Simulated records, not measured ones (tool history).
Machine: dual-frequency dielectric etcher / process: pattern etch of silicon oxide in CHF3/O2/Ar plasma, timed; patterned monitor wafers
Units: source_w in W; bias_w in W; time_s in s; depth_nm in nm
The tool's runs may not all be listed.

| run | hour | source_w | bias_w | time_s | depth_nm |
|---|---|---|---|---|---|
| 1 | 0 | 730 | 143 | 367 | 655.78 |
| 2 | 8.1 | 730 | 143 | 334 | 598.28 |
| 3 | 10.7 | 730 | 165 | 334 | 629.45 |
| 4 | 13.8 | 730 | 190 | 334 | 657.85 |
|  | 18.4 | wet clean of the chamber |
| 5 | 18.4 | 730 | 190 | 334 | 687.92 |
| 6 | 20.6 | 750 | 190 | 334 | 697.64 |

Run 7 is up next; what results do you expect?
| 7 | 21.6 | 760 | 190 | 334 | ? |

Run 7 yielded depth_nm 703.12 nm.
